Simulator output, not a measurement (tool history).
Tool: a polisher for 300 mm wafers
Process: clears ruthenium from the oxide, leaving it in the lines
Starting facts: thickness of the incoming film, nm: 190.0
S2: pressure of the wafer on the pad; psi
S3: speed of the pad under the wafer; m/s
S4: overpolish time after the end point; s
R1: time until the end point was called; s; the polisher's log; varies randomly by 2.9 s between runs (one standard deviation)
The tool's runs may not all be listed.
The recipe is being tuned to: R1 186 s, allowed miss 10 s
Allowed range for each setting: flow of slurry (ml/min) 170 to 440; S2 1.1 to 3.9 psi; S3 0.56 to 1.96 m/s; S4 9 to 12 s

{"run": 1, "hour": 0.0, "flow of slurry (ml/min)": 280, "S2": 2.5, "S3": 1.26, "S4": 12, "R1": 132.28}
{"run": 2, "hour": 6.8, "flow of slurry (ml/min)": 280, "S2": 2.4, "S3": 1.26, "S4": 12, "R1": 135.23}
{"run": 3, "hour": 7.8, "flow of slurry (ml/min)": 280, "S2": 2.4, "S3": 1.48, "S4": 12, "R1": 114.34}
{"run": 4, "hour": 15.1, "flow of slurry (ml/min)": 280, "S2": 2.4, "S3": 1.36, "S4": 12, "R1": 128.96}
{"run": 5, "hour": 18.4, "flow of slurry (ml/min)": 280, "S2": 2.3, "S3": 1.36, "S4": 12, "R1": 133.43}
{"run": 6, "hour": 24.6, "flow of slurry (ml/min)": 280, "S2": 2.2, "S3": 1.36, "S4": 12, "R1": 137.24}
{"run": 7, "hour": 32.0, "flow of slurry (ml/min)": 280, "S2": 2.1, "S3": 1.36, "S4": 12, "R1": 141.57}
{"run": 8, "hour": 35.2, "flow of slurry (ml/min)": 280, "S2": 2, "S3": 1.36, "S4": 12, "R1": 148.46}
{"run": 9, "hour": 39.6, "flow of slurry (ml/min)": 280, "S2": 1.4, "S3": 1.34, "S4": 12, "R1": 210.15}

Next run, 4 choices. One meets every target within its allowed miss, the rest don't. Which?
{"run": "A", "hour": 44.0, "flow of slurry (ml/min)": 275, "S2": 1.7, "S3": 1.14, "S4": 11, "R1": "?"}
{"run": "B", "hour": 44.0, "flow of slurry (ml/min)": 290, "S2": 1.7, "S3": 1.04, "S4": 9, "R1": "?"}
{"run": "C", "hour": 44.0, "flow of slurry (ml/min)": 170, "S2": 2.1, "S3": 0.98, "S4": 12, "R1": "?"}
{"run": "D", "hour": 44.0, "flow of slurry (ml/min)": 235, "S2": 1.5, "S3": 1.46, "S4": 11, "R1": "?"}

move=A R1=206.77
move=B R1=223.75
move=C R1=202.97
move=D R1=188.13
A: closer than the last run, but not yet in spec
B: its largest miss is bigger than the last run's
C: closer than the last run, but not yet in spec
D: in spec on every target
Correct choice: D, which meets every target

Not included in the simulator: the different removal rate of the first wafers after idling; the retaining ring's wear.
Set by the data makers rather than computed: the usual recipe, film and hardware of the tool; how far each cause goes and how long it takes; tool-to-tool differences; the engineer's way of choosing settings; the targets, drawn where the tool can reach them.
